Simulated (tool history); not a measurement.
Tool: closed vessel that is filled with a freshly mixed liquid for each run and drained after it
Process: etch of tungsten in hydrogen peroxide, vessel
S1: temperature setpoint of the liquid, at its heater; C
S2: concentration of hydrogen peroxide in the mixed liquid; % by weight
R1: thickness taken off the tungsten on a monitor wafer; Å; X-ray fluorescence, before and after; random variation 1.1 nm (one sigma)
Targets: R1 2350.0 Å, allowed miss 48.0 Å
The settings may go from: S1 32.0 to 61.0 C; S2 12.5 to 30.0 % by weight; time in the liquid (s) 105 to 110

run 1 hour=0.0 | S1=45.0 S2=23.5 time_in_the_liquid_(s)=105 | R1=1082.5
run 2 hour=6.7 | S1=49.0 S2=23.5 time_in_the_liquid_(s)=105 | R1=1379.1
run 3 hour=13.6 | S1=49.0 S2=26.0 time_in_the_liquid_(s)=105 | R1=1467.9
run 4 hour=16.2 | S1=51.5 S2=26.0 time_in_the_liquid_(s)=105 | R1=1704.9
run 5 hour=22.8 | S1=51.5 S2=28.5 time_in_the_liquid_(s)=105 | R1=1778.7
run 6 hour=31.6 | S1=53.0 S2=28.5 time_in_the_liquid_(s)=105 | R1=1947.0
run 7 hour=35.6 | S1=54.0 S2=28.5 time_in_the_liquid_(s)=105 | R1=2083.2
run 8 hour=41.4 | S1=54.5 S2=28.5 time_in_the_liquid_(s)=105 | R1=2133.3
run 9 hour=49.7 | S1=55.0 S2=28.5 time_in_the_liquid_(s)=105 | R1=2194.4
run 10 hour=50.5 | S1=55.5 S2=28.5 time_in_the_liquid_(s)=105 | R1=2263.5

Which of these 5 next moves meets every target?
run A hour=51.3 | S1=54.5 S2=29.5 time_in_the_liquid_(s)=105 | R1=?
run B hour=51.3 | S1=53.5 S2=30.0 time_in_the_liquid_(s)=110 | R1=?
run C hour=51.3 | S1=55.0 S2=29.5 time_in_the_liquid_(s)=110 | R1=?
run D hour=51.3 | S1=55.5 S2=26.5 time_in_the_liquid_(s)=105 | R1=?
run E hour=51.3 | S1=55.0 S2=30.0 time_in_the_liquid_(s)=105 | R1=?

move=A R1=2170.2
move=B R1=2160.0
move=C R1=2342.0
move=D R1=2182.4
move=E R1=2254.4
A: further off than the last run
B: further off than the last run
C: meets every target
D: further off than the last run
E: further off than the last run
The right move is C.

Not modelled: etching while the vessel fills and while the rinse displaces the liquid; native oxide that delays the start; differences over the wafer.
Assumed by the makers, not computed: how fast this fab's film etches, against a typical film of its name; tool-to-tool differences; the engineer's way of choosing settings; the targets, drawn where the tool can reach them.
